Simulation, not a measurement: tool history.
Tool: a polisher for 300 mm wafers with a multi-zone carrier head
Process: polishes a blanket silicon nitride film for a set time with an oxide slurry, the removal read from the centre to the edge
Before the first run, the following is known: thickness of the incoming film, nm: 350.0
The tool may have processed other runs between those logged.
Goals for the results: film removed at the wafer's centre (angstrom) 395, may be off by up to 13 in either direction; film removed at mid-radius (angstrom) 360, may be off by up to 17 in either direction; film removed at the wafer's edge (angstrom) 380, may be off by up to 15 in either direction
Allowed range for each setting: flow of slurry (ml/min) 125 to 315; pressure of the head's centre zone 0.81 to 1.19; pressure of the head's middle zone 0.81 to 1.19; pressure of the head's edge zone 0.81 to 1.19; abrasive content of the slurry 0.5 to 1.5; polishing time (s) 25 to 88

run  hour  flow of slurry (ml/min)  pressure of the head's centre zone  pressure of the head's middle zone  pressure of the head's edge zone  abrasive content of the slurry  polishing time (s)  film removed at the wafer's centre (angstrom)  film removed at mid-radius (angstrom)  film removed at the wafer's edge (angstrom)
  1     0                      205                                   1                                   1                                 1                               1                  56                                         260.05                                  254.5                                       264.05
  2     1                      205                                   1                                0.95                                 1                               1                  56                                         255.13                                 243.74                                        269.5
  3   1.9                      205                                   1                                0.95                              1.05                               1                  56                                         259.62                                 245.07                                        266.8
  4   6.5                      210                                1.01                                0.96                              1.05                            1.15                  58                                         289.63                                 274.75                                       300.67
  5  13.1                      210                                1.01                                0.96                              0.98                            1.15                  58                                         292.98                                 273.52                                       281.88
  6  14.8                      210                                1.03                                0.97                              1.03                            1.25                  59                                         310.77                                 298.99                                       308.71
  7  15.9                      220                                1.06                                0.96                              1.06                             1.3                  60                                         330.53                                 293.12                                       323.96
  8  20.5                      220                                1.07                                0.99                              1.08                            1.35                  61                                         344.03                                 323.59                                       336.79
  9  21.9                      225                                1.09                                0.99                               1.1                             1.4                  62                                         364.18                                 327.62                                       355.68
 10  22.7                      230                                 1.1                                   1                              1.11                            1.45                  62                                         369.29                                 329.17                                       349.36
 11  31.4                      230                                 1.1                                   1                              1.11                            1.45                  63                                         369.62                                 342.34                                       365.52
 12  32.5                      230                                1.11                                   1                              1.11                            1.45                  63                                         376.86                                 328.99                                       359.87

Consider the 5 candidate settings below. Which is the only one whose results all fall within their allowed miss of target?
  A  33.6                      225                                1.09                                   1                              1.07                             1.4                  68                                              ?                                      ?                                            ?
  B  33.6                      265                                1.16                                1.12                              0.97                             1.5                  61                                              ?                                      ?                                            ?
  C  33.6                      220                                1.11                                0.86                              1.19                             1.3                  66                                              ?                                      ?                                            ?
  D  33.6                      175                                1.04                                1.07                              0.94                             1.5                  72                                              ?                                      ?                                            ?
  E  33.6                      185                                1.13                                0.96                               1.1                            1.15                  72                                              ?                                      ?                                            ?

move  film removed at the wafer's centre (angstrom)  film removed at mid-radius (angstrom)  film removed at the wafer's edge (angstrom)
   A                                         397.41                                 353.06                                       386.43
   B                                          396.4                                 364.16                                       342.94
   C                                         380.27                                 293.04                                       385.17
   D                                         397.02                                 392.36                                       383.72
   E                                         392.08                                 326.12                                       377.41
A: hits every target within its allowed miss
B: brings the last run's worst result on target, with another outside its allowed miss
C: lands further from the targets than the last run did
D: takes the biggest miss from the last run beyond its target
E: lands further from the targets than the last run did
Move A is the one to make.
